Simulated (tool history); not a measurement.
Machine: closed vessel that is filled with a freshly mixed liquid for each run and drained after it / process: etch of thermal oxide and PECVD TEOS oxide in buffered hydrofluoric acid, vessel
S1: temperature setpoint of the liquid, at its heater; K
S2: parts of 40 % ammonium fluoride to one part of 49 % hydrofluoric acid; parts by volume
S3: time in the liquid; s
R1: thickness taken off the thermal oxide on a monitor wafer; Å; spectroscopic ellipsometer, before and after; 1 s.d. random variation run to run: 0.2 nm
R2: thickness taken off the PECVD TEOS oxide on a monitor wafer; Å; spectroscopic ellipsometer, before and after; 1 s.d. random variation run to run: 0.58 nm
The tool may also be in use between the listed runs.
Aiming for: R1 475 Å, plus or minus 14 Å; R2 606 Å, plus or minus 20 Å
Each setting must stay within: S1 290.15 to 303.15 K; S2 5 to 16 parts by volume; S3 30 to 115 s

{"run": 1, "hour": 0.0, "S1": 295.15, "S2": 9.5, "S3": 60, "R1": 597.39, "R2": 769.91}
{"run": 2, "hour": 5.5, "S1": 295.15, "S2": 9.5, "S3": 70, "R1": 693.4, "R2": 894.65}
{"run": 3, "hour": 11.7, "S1": 294.15, "S2": 9.5, "S3": 70, "R1": 658.55, "R2": 832.74}
{"run": 4, "hour": 12.9, "S1": 293.65, "S2": 9.5, "S3": 70, "R1": 639.06, "R2": 821.14}
{"run": 5, "hour": 15.4, "S1": 293.15, "S2": 9.5, "S3": 70, "R1": 620.58, "R2": 796.12}
{"run": 6, "hour": 21.4, "S1": 291.15, "S2": 9.5, "S3": 70, "R1": 556.86, "R2": 698.11}
{"run": 7, "hour": 25.4, "S1": 290.65, "S2": 10, "S3": 70, "R1": 527.32, "R2": 660.16}
{"run": 8, "hour": 33.1, "S1": 290.65, "S2": 10.5, "S3": 70, "R1": 498.21, "R2": 634.97}

Pick the move, out of 4, that brings all results within their allowed miss; only one does.
{"run": "A", "hour": 40.8, "S1": 295.65, "S2": 13.5, "S3": 70, "R1": "?", "R2": "?"}
{"run": "B", "hour": 40.8, "S1": 291.15, "S2": 10.5, "S3": 65, "R1": "?", "R2": "?"}
{"run": "C", "hour": 40.8, "S1": 292.65, "S2": 12, "S3": 75, "R1": "?", "R2": "?"}
{"run": "D", "hour": 40.8, "S1": 290.65, "S2": 10, "S3": 70, "R1": "?", "R2": "?"}

move=A R1=513.78 R2=668.11
move=B R1=474.26 R2=616.72
move=C R1=522.79 R2=679.82
move=D R1=520.59 R2=676.97
A: lands further from the targets than the last run did
B: all results land within tolerance of their targets
C: lands further from the targets than the last run did
D: lands further from the targets than the last run did
The right move is B.
